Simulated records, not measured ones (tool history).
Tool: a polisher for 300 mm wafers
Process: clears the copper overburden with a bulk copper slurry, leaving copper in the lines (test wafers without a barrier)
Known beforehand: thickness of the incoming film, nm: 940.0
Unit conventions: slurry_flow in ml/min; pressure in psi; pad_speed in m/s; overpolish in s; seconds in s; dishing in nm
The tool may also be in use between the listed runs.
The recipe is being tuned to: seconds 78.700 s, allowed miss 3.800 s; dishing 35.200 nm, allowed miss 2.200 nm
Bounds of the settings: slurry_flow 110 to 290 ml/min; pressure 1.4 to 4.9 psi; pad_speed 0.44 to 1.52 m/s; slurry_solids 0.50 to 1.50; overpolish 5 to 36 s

run    day  slurry_flow  pressure  pad_speed  slurry_solids  overpolish  seconds  dishing
  1  0.000          185       3.1       0.98           1.00          18  108.250   61.207
  2  0.321          185       3.1       0.98           1.10          18  103.870   61.386
  3  0.496          185       3.1       0.98           1.25          18  100.500   60.766
  4  0.712          205       3.1       0.98           1.25          18   97.040   62.206
     0.983  -- slurry nozzle cleaned
  5  0.983          205       2.6       0.98           1.25          18  102.440   61.000
  6  1.096          195       2.7       1.00           1.30          17   99.430   61.744
  7  1.342          205       2.9       0.96           1.30          16   96.630   60.101
  8  1.542          210       3.1       0.90           1.30          15   94.726   59.268
  9  1.821          205       3.3       0.86           1.30          14   93.824   56.636
 10  1.967          200       3.5       0.82           1.30          13   95.711   56.205
 11  2.046          210       3.6       0.78           1.30          12   92.366   53.096
 12  2.138          220       3.7       0.74           1.25          11   95.897   50.969
 13  2.375          230       3.8       0.70           1.25          10   96.519   49.075

Which single option among these 5 for the next run brings every result within its allowed miss of target? Just one does.
  A  2.612          235       4.1       1.04           1.40          18        ?        ?
  B  2.612          220       4.6       0.76           1.30           5        ?        ?
  C  2.612          260       4.2       0.90           1.25          20        ?        ?
  D  2.612          165       3.0       0.60           1.25          36        ?        ?
  E  2.612          245       4.6       0.84           1.20          11        ?        ?

move  seconds  dishing
   A   70.546   70.684
   B   80.244   36.073
   C   77.256   71.012
   D  127.030   70.432
   E   76.744   59.019
A: its largest miss is bigger than the last run's
B: every result lands within tolerance
C: its largest miss is bigger than the last run's
D: its largest miss is bigger than the last run's
E: its largest miss is bigger than the last run's
Answer: B

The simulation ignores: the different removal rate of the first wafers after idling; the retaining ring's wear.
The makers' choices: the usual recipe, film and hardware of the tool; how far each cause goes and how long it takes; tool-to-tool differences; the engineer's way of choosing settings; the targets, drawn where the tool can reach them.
